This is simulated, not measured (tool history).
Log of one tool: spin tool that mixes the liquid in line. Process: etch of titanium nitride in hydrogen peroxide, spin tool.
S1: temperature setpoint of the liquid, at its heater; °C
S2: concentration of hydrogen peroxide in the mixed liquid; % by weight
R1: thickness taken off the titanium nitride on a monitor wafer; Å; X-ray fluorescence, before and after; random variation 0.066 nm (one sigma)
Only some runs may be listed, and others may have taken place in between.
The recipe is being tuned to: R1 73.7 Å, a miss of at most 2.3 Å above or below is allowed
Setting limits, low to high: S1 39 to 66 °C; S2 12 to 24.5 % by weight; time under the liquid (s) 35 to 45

{"run": 1, "hour": 0.0, "S1": 55, "S2": 16.5, "time under the liquid (s)": 45, "R1": 35.818}
{"run": 2, "hour": 1.3, "S1": 55, "S2": 18, "time under the liquid (s)": 45, "R1": 36.721}
{"run": 3, "hour": 6.3, "S1": 57, "S2": 18, "time under the liquid (s)": 45, "R1": 42.738}
{"run": 4, "hour": 11.9, "S1": 58.5, "S2": 18, "time under the liquid (s)": 45, "R1": 47.293}
{"run": 5, "hour": 13.1, "S1": 58.5, "S2": 18, "time under the liquid (s)": 35, "R1": 36.756}
{"run": 6, "hour": 16.1, "S1": 63, "S2": 18, "time under the liquid (s)": 35, "R1": 50.566}
{"run": 7, "hour": 19.1, "S1": 63.5, "S2": 19, "time under the liquid (s)": 35, "R1": 52.293}
{"run": 8, "hour": 21.0, "S1": 64, "S2": 20, "time under the liquid (s)": 35, "R1": 54.53}
{"run": 9, "hour": 24.6, "S1": 64.5, "S2": 21, "time under the liquid (s)": 35, "R1": 56.881}
{"run": 10, "hour": 28.0, "S1": 65, "S2": 22, "time under the liquid (s)": 35, "R1": 59.745}
{"run": 11, "hour": 29.0, "S1": 65, "S2": 22.5, "time under the liquid (s)": 35, "R1": 59.742}
{"run": 12, "hour": 31.3, "S1": 65, "S2": 23, "time under the liquid (s)": 35, "R1": 60.325}
{"run": 13, "hour": 32.6, "S1": 65, "S2": 23.5, "time under the liquid (s)": 35, "R1": 60.652}

Which of these 4 next moves meets every target?
{"run": "A", "hour": 33.9, "S1": 66, "S2": 19.5, "time under the liquid (s)": 45, "R1": "?"}
{"run": "B", "hour": 33.9, "S1": 62, "S2": 24, "time under the liquid (s)": 35, "R1": "?"}
{"run": "C", "hour": 33.9, "S1": 64, "S2": 24.5, "time under the liquid (s)": 45, "R1": "?"}
{"run": "D", "hour": 33.9, "S1": 61, "S2": 22, "time under the liquid (s)": 35, "R1": "?"}

move=A R1=78.671
move=B R1=49.072
move=C R1=72.428
move=D R1=45.019
A: takes the biggest miss from the last run beyond its target
B: its largest miss is bigger than the last run's
C: all results land within tolerance of their targets
D: its largest miss is bigger than the last run's
The move that meets every target is C.

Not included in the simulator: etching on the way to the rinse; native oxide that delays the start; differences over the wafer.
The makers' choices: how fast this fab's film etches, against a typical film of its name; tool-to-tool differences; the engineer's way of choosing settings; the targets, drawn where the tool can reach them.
